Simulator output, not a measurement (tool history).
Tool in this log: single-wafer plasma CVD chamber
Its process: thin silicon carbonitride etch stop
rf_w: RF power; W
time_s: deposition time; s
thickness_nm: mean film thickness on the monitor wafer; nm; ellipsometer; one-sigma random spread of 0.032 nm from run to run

run,hour,rf_w,time_s,thickness_nm
1,0,255,24.8,14.747
2,2.8,240,24.8,14.517
3,6.2,225,24.2,13.923
4,13.2,205,24.2,13.615
5,20.5,230,24.2,14.038
6,27.5,220,23.9,13.737
7,34.3,210,23.7,13.399

What does the tool deliver on the next run?
8,42.4,205,23.6,?

Run 8 yielded thickness_nm 13.279 nm.
